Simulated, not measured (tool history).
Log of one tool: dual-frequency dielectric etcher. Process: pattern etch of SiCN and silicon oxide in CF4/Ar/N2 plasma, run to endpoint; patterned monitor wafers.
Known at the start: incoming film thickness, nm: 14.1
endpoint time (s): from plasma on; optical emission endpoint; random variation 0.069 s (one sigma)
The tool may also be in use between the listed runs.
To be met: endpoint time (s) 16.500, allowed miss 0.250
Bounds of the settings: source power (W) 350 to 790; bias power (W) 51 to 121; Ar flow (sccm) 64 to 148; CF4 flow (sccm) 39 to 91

{"run": 1, "hour": 0.0, "source power (W)": 570, "bias power (W)": 86, "Ar flow (sccm)": 106, "CF4 flow (sccm)": 65, "endpoint time (s)": 12.547}
{"run": 2, "hour": 8.8, "source power (W)": 640, "bias power (W)": 86, "Ar flow (sccm)": 106, "CF4 flow (sccm)": 65, "endpoint time (s)": 10.975}
{"run": 3, "hour": 10.9, "source power (W)": 560, "bias power (W)": 85, "Ar flow (sccm)": 106, "CF4 flow (sccm)": 65, "endpoint time (s)": 12.856}
{"run": 4, "hour": 15.6, "source power (W)": 560, "bias power (W)": 93, "Ar flow (sccm)": 106, "CF4 flow (sccm)": 65, "endpoint time (s)": 12.553}
{"run": 5, "hour": 19.1, "source power (W)": 600, "bias power (W)": 93, "Ar flow (sccm)": 106, "CF4 flow (sccm)": 65, "endpoint time (s)": 11.627}
{"run": 6, "hour": 24.9, "source power (W)": 600, "bias power (W)": 93, "Ar flow (sccm)": 106, "CF4 flow (sccm)": 71, "endpoint time (s)": 11.53}
{"hour": 26.2, "done": "CF4 flow controller replaced"}
{"run": 7, "hour": 26.2, "source power (W)": 530, "bias power (W)": 92, "Ar flow (sccm)": 106, "CF4 flow (sccm)": 71, "endpoint time (s)": 13.133}
{"run": 8, "hour": 27.3, "source power (W)": 490, "bias power (W)": 92, "Ar flow (sccm)": 106, "CF4 flow (sccm)": 71, "endpoint time (s)": 14.33}
{"run": 9, "hour": 35.9, "source power (W)": 470, "bias power (W)": 92, "Ar flow (sccm)": 106, "CF4 flow (sccm)": 71, "endpoint time (s)": 15.013}
{"run": 10, "hour": 41.7, "source power (W)": 410, "bias power (W)": 92, "Ar flow (sccm)": 106, "CF4 flow (sccm)": 71, "endpoint time (s)": 17.638}
{"run": 11, "hour": 47.6, "source power (W)": 420, "bias power (W)": 92, "Ar flow (sccm)": 106, "CF4 flow (sccm)": 71, "endpoint time (s)": 17.183}

Which of these 5 next moves meets every target?
{"run": "A", "hour": 53.5, "source power (W)": 420, "bias power (W)": 98, "Ar flow (sccm)": 96, "CF4 flow (sccm)": 79, "endpoint time (s)": "?"}
{"run": "B", "hour": 53.5, "source power (W)": 400, "bias power (W)": 109, "Ar flow (sccm)": 113, "CF4 flow (sccm)": 59, "endpoint time (s)": "?"}
{"run": "C", "hour": 53.5, "source power (W)": 410, "bias power (W)": 89, "Ar flow (sccm)": 101, "CF4 flow (sccm)": 69, "endpoint time (s)": "?"}
{"run": "D", "hour": 53.5, "source power (W)": 410, "bias power (W)": 96, "Ar flow (sccm)": 107, "CF4 flow (sccm)": 73, "endpoint time (s)": "?"}
{"run": "E", "hour": 53.5, "source power (W)": 400, "bias power (W)": 102, "Ar flow (sccm)": 93, "CF4 flow (sccm)": 74, "endpoint time (s)": "?"}

move=A endpoint_time_(s)=16.422
move=B endpoint_time_(s)=18.055
move=C endpoint_time_(s)=17.680
move=D endpoint_time_(s)=17.474
move=E endpoint_time_(s)=17.278
A: meets every target
B: further off than the last run
C: further off than the last run
D: further off than the last run
E: further off than the last run
Move A is the one to make.

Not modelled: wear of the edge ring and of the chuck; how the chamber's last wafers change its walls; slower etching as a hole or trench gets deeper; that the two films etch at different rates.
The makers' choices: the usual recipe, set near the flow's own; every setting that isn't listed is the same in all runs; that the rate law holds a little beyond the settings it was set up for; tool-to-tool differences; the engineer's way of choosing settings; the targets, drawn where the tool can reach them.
